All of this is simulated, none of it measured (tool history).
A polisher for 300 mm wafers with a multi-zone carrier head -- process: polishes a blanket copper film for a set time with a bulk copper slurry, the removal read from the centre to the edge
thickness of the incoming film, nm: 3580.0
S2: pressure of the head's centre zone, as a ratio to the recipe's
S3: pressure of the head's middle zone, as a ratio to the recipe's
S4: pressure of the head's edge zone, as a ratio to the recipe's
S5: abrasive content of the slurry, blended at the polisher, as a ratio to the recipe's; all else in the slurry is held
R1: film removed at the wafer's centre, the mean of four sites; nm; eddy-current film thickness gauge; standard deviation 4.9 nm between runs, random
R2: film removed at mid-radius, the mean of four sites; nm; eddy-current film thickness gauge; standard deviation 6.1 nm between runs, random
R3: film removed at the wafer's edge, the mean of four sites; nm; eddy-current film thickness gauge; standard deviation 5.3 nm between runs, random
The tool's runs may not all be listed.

Run 1, hour 0.0: flow of slurry (ml/min) 300, S2 1.00, S3 1.00, S4 1.00, S5 1.00, polishing time (s) 56. Result: R1 744.84 nm, R2 723.06 nm, R3 731.28 nm.
Run 2, hour 8.6: flow of slurry (ml/min) 300, S2 1.00, S3 1.00, S4 1.00, S5 1.00, polishing time (s) 63. Result: R1 838.37 nm, R2 821.66 nm, R3 809.48 nm.
Run 3, hour 14.4: flow of slurry (ml/min) 295, S2 0.97, S3 0.96, S4 0.96, S5 0.85, polishing time (s) 60. Result: R1 752.63 nm, R2 724.06 nm, R3 742.98 nm.
Run 4, hour 18.6: flow of slurry (ml/min) 295, S2 0.92, S3 0.96, S4 0.96, S5 0.85, polishing time (s) 60. Result: R1 708.00 nm, R2 729.88 nm, R3 745.34 nm.
Run 5, hour 24.9: flow of slurry (ml/min) 360, S2 0.92, S3 0.96, S4 0.96, S5 0.85, polishing time (s) 60. Result: R1 728.29 nm, R2 725.20 nm, R3 742.10 nm.
Run 6, hour 29.5: flow of slurry (ml/min) 370, S2 0.91, S3 0.94, S4 0.94, S5 0.75, polishing time (s) 57. Result: R1 663.92 nm, R2 676.93 nm, R3 694.94 nm.
Run 7, hour 35.7: flow of slurry (ml/min) 375, S2 0.92, S3 0.92, S4 0.92, S5 0.70, polishing time (s) 55. Result: R1 633.19 nm, R2 622.48 nm, R3 649.74 nm.
Run 8, hour 37.9: flow of slurry (ml/min) 380, S2 0.92, S3 0.91, S4 0.90, S5 0.65, polishing time (s) 54. Result: R1 625.30 nm, R2 599.99 nm, R3 630.14 nm.
Run 9, hour 43.4: flow of slurry (ml/min) 380, S2 0.91, S3 0.90, S4 0.88, S5 0.60, polishing time (s) 53. Result: R1 609.01 nm, R2 591.04 nm, R3 612.07 nm.

Run 10 is up next; what results do you expect?
Run 10, hour 46.2: flow of slurry (ml/min) 380, S2 0.90, S3 0.89, S4 0.87, S5 0.55, polishing time (s) 52. Result: R1 ?, R2 ?, R3 ?.

Run 10 produced R1 577.45 nm, R2 568.79 nm, R3 585.00 nm.

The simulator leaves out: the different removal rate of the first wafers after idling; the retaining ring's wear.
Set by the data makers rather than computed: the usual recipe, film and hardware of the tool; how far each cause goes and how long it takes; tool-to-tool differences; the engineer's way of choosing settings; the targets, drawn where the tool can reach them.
